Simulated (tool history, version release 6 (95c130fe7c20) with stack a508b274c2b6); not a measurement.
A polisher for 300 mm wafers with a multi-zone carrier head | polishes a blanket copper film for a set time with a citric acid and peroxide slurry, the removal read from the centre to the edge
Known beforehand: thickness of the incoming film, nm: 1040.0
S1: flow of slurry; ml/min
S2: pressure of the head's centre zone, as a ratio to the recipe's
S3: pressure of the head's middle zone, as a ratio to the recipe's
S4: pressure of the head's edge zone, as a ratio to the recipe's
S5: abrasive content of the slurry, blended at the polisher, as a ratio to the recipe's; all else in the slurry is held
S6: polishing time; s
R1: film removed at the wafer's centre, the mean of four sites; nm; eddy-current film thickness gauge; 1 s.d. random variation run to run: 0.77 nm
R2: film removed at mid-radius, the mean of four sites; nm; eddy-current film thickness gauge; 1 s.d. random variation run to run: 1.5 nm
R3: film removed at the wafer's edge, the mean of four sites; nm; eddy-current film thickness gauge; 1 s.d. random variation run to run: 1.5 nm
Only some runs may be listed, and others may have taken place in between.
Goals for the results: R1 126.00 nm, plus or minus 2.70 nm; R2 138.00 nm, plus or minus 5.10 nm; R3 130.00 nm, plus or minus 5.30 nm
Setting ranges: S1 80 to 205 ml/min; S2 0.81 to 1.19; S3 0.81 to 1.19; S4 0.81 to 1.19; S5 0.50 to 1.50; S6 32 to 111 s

run,hour,S1,S2,S3,S4,S5,S6,R1,R2,R3
1,0.0,135,1.00,1.00,1.00,1.00,71,187.60,194.11,197.94
2,7.3,135,1.00,1.00,1.00,1.00,84,219.35,228.24,230.76
3,9.4,120,1.00,1.00,1.00,1.00,84,218.34,220.53,227.33
4,10.3,90,1.00,1.00,1.00,1.00,84,202.99,205.68,219.49
5,18.9,90,1.07,1.00,1.00,1.00,84,209.99,210.45,222.42
6,20.8,90,1.03,1.01,0.95,0.85,77,181.97,189.37,194.42
7,22.7,100,1.02,1.00,0.91,0.75,70,164.69,171.85,171.03
8,25.2,105,1.00,0.99,0.88,0.70,66,155.92,159.11,162.38
9,31.8,110,1.00,1.01,0.87,0.65,62,146.60,154.96,150.75
10,35.6,110,1.00,1.01,0.86,0.60,60,140.93,147.17,137.81
11,39.0,105,0.99,1.01,0.86,0.55,60,136.74,141.81,139.71
12,39.6,100,0.97,1.06,0.81,0.50,56,123.80,135.39,123.42
13,44.1,100,0.97,1.06,0.82,0.50,56,122.36,135.90,122.96

Of the 5 settings listed for the next run, only one would bring every result within its allowed miss of target. Which one?
A,48.6,90,0.97,1.03,0.82,0.50,59,?,?,?
B,48.6,105,0.98,1.10,0.81,0.65,52,?,?,?
C,48.6,90,0.97,1.07,0.83,0.55,54,?,?,?
D,48.6,95,1.02,1.13,0.81,0.50,52,?,?,?
E,48.6,120,1.05,1.11,0.85,0.50,52,?,?,?

move,R1,R2,R3
A,124.78,136.83,131.10
B,118.93,136.23,121.42
C,115.54,130.84,121.85
D,115.57,132.09,115.79
E,124.58,136.45,121.92
A: each result inside its tolerance
B: moves away from the targets compared with the last run
C: moves away from the targets compared with the last run
D: moves away from the targets compared with the last run
E: the worst result of the last run now meets its target, but another is out of spec
The move that meets every target is A.
